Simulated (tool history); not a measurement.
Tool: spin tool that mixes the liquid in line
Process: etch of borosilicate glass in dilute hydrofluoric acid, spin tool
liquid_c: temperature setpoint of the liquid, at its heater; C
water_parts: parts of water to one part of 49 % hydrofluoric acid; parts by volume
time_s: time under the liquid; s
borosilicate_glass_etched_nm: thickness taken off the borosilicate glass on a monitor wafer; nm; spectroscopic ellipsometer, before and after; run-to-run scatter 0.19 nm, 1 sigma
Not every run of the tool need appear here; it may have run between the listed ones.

Run 1, hour 0: liquid_c 25 C, water_parts 80 parts by volume, time_s 70 s. Result: borosilicate_glass_etched_nm 19.581 nm.
Run 2, hour 3: liquid_c 27.5 C, water_parts 75 parts by volume, time_s 70 s. Result: borosilicate_glass_etched_nm 23.155 nm.
Run 3, hour 6.6: liquid_c 27.5 C, water_parts 75 parts by volume, time_s 55 s. Result: borosilicate_glass_etched_nm 18.069 nm.
Run 4, hour 9.1: liquid_c 24.5 C, water_parts 75 parts by volume, time_s 55 s. Result: borosilicate_glass_etched_nm 16.237 nm.
Run 5, hour 16: liquid_c 24.5 C, water_parts 75 parts by volume, time_s 70 s. Result: borosilicate_glass_etched_nm 20.573 nm.
Run 6, hour 21.1: liquid_c 24.5 C, water_parts 75 parts by volume, time_s 55 s. Result: borosilicate_glass_etched_nm 16.085 nm.

Forecast run 7:
Run 7, hour 28.1: liquid_c 28.5 C, water_parts 45 parts by volume, time_s 55 s. Result: borosilicate_glass_etched_nm ?.

borosilicate_glass_etched_nm: 32.928 nm
